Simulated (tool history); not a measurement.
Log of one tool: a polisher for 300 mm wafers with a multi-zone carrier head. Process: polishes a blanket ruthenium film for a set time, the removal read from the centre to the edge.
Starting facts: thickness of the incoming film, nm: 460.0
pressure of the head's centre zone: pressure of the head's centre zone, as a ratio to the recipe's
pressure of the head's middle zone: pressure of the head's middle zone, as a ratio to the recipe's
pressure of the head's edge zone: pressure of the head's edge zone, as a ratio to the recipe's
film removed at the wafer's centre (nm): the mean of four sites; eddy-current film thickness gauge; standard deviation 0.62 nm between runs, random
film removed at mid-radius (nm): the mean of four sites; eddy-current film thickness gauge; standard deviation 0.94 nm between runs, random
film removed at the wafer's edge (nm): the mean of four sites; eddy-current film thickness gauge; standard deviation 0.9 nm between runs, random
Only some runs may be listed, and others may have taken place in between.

run  hour  flow of slurry (ml/min)  pressure of the head's centre zone  pressure of the head's middle zone  pressure of the head's edge zone  polishing time (s)  film removed at the wafer's centre (nm)  film removed at mid-radius (nm)  film removed at the wafer's edge (nm)
  1     0                      140                                   1                                   1                                 1                  66                                    77.45                           76.206                                 77.398
  2   6.3                      140                                   1                                   1                                 1                  82                                   95.835                           93.742                                 93.572
  3    14                      105                                   1                                   1                                 1                  82                                    87.74                           86.186                                 90.995
  4  15.3                      105                                   1                                   1                                 1                  73                                    78.79                           78.726                                 78.794
  5  15.8                      125                                   1                                   1                                 1                  73                                   83.495                           81.582                                 82.519
  6    24                      125                                1.02                                0.99                              0.98                  72                                   82.805                           80.119                                  82.04
  7  24.7                      135                                1.05                                0.99                              0.97                  69                                   84.291                            78.12                                 79.813
  8  27.2                      140                                1.07                                0.99                              0.95                  67                                   84.239                           75.269                                 76.258
  9  28.7                      145                                1.08                                0.99                              0.94                  67                                   84.899                           76.544                                 75.961
 10  30.5                      145                                1.09                                0.98                              0.93                  67                                   86.273                           78.844                                 75.655

What does the tool deliver on the next run?
 11    32                      145                                 1.1                                0.97                              0.93                  66                                        ?                                ?                                      ?

{"run 11": {"film removed at the wafer's centre (nm)": 87.042, "film removed at mid-radius (nm)": 73.565, "film removed at the wafer's edge (nm)": 73.775}}
